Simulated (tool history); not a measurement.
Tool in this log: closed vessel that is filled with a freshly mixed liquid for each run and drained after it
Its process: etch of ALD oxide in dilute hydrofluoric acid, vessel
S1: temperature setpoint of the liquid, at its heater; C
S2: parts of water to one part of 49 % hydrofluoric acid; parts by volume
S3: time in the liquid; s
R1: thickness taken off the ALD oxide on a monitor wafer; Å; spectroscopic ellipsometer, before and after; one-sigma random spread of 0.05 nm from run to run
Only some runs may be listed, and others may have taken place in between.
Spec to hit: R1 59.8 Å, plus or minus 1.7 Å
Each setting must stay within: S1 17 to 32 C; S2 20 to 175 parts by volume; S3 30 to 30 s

run  hour    S1   S2  S3      R1
  1     0    24   95  30  36.537
  2   2.7    24  110  30   30.77
  3  10.5  25.5  110  30  33.546
  4  11.9    27  105  30  36.985
  5  19.2    24  105  30  32.967
  6  22.3    26  100  30  37.209
  7  25.3  27.5   95  30  42.656
  8  34.1  28.5   90  30  46.203
  9  40.5  29.5   85  30  52.206
 10  41.7    30   85  30  53.135
 11  47.7  30.5   85  30  52.981
 12  49.9    31   85  30  54.447

Next run, 4 choices. One meets every target within its allowed miss, the rest don't. Which?
  A  52.1    29  80  30   ?
  B  52.1    28  75  30   ?
  C  52.1  29.5  75  30   ?
  D  52.1    31  75  30   ?

move      R1
   A  54.289
   B  56.062
   C  59.437
   D  62.968
A: no better and no worse than the last run
B: nearer the targets than the last run, but a result is still out of spec
C: each result inside its tolerance
D: carries the result that was furthest off beyond its target, to the other side
Move C is the one to make.

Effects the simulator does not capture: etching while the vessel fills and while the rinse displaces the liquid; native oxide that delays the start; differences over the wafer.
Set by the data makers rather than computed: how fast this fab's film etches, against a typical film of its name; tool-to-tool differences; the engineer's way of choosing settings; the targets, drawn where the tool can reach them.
